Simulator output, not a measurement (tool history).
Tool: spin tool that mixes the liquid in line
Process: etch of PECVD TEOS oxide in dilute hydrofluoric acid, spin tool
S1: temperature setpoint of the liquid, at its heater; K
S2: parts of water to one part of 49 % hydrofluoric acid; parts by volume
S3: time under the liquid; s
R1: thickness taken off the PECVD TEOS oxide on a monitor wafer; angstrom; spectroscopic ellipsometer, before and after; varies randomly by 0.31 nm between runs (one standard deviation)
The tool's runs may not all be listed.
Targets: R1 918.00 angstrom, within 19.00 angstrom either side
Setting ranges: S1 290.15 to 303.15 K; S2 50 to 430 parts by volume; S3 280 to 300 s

run  hour      S1   S2   S3       R1
  1   0.0  295.15  240  280   244.47
  2   7.6  295.15  240  280   244.90
  3   9.3  296.65  200  280   324.42
  4  14.9  296.65  200  280   323.58
  5  17.5  298.15  170  280   416.85
  6  23.0  299.15  150  280   499.71
  7  25.0  303.15   65  280  1519.30
  8  32.5  299.15   65  280  1285.60
  9  39.8  297.15   65  280  1184.00

Consider the 4 candidate settings below. Which is the only one whose results all fall within their allowed miss of target?
  A  47.1  297.15  90  290   ?
  B  47.1  295.15  90  290   ?
  C  47.1  297.65  85  285   ?
  D  47.1  296.65  95  290   ?

move      R1
   A  862.34
   B  795.62
   C  921.19
   D  795.88
A: the result that was furthest off in the last run now lies on the other side of its target
B: the result that was furthest off in the last run now lies on the other side of its target
C: all results land within tolerance of their targets
D: the result that was furthest off in the last run now lies on the other side of its target
Go with C: it meets all targets.
